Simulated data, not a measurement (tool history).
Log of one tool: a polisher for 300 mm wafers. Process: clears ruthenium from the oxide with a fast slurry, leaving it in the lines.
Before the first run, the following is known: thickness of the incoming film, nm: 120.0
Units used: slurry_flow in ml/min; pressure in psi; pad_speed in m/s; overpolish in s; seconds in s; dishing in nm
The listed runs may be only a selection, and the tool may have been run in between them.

Run 1, hour 0: slurry_flow 150 ml/min, pressure 1.7 psi, pad_speed 0.78 m/s, slurry_solids 1, overpolish 8 s. Result: seconds 54.903 s, dishing 12.476 nm.
Run 2, hour 6.3: slurry_flow 150 ml/min, pressure 1.6 psi, pad_speed 0.78 m/s, slurry_solids 1, overpolish 8 s. Result: seconds 56.921 s, dishing 11.887 nm.
Run 3, hour 15.1: slurry_flow 150 ml/min, pressure 1.5 psi, pad_speed 0.78 m/s, slurry_solids 1, overpolish 8 s. Result: seconds 61.825 s, dishing 11.501 nm.
Run 4, hour 18.1: slurry_flow 150 ml/min, pressure 1.5 psi, pad_speed 0.78 m/s, slurry_solids 0.85, overpolish 8 s. Result: seconds 66.876 s, dishing 10.565 nm.
Run 5, hour 22.8: slurry_flow 170 ml/min, pressure 1.5 psi, pad_speed 0.78 m/s, slurry_solids 0.85, overpolish 8 s. Result: seconds 64.748 s, dishing 10.679 nm.
Run 6, hour 26.8: slurry_flow 170 ml/min, pressure 1.5 psi, pad_speed 0.78 m/s, slurry_solids 0.95, overpolish 8 s. Result: seconds 59.904 s, dishing 11.152 nm.
Run 7, hour 28.3: slurry_flow 170 ml/min, pressure 1.4 psi, pad_speed 0.78 m/s, slurry_solids 0.95, overpolish 8 s. Result: seconds 67.595 s, dishing 10.649 nm.

Run 8 comes next. What will it give?
Run 8, hour 29.6: slurry_flow 170 ml/min, pressure 1.4 psi, pad_speed 0.76 m/s, slurry_solids 0.9, overpolish 6 s. Result: seconds ?, dishing ?.

{"run 8": {"seconds": 69.529, "dishing": 7.7137}}
